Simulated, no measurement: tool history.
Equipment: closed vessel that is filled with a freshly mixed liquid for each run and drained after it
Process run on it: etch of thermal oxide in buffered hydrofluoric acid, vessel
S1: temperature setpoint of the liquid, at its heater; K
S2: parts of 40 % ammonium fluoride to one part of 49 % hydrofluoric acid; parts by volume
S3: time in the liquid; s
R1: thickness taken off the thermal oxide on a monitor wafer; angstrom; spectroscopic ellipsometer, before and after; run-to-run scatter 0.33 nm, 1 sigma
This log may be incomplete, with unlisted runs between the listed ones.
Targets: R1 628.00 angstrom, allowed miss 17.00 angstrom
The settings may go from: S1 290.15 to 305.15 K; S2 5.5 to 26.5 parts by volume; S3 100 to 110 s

run,hour,S1,S2,S3,R1
1,0.0,298.15,16.0,100,754.64
2,5.3,297.65,16.0,100,728.66
3,11.3,297.15,16.0,100,711.67
4,17.0,299.65,16.0,100,802.90
5,21.1,299.65,16.0,110,889.88
6,30.4,299.65,12.5,110,1133.70
7,32.0,297.65,13.5,110,946.82
8,35.4,296.15,13.5,110,874.05
9,44.3,294.65,13.5,110,800.52
10,46.4,293.65,13.5,110,757.55

Of the 4 settings listed for the next run, only one would bring every result within its allowed miss of target. Which one?
A,48.5,292.65,15.0,100,?
B,48.5,294.15,15.0,105,?
C,48.5,293.65,10.0,100,?
D,48.5,290.15,12.0,100,?

move,R1
A,587.31
B,670.69
C,923.69
D,634.48
A: carries the result that was furthest off beyond its target, to the other side
B: gains on the last run, yet a result remains outside its allowed miss
C: further off than the last run
D: in spec on every target
D is the move that brings every result within its allowed miss.
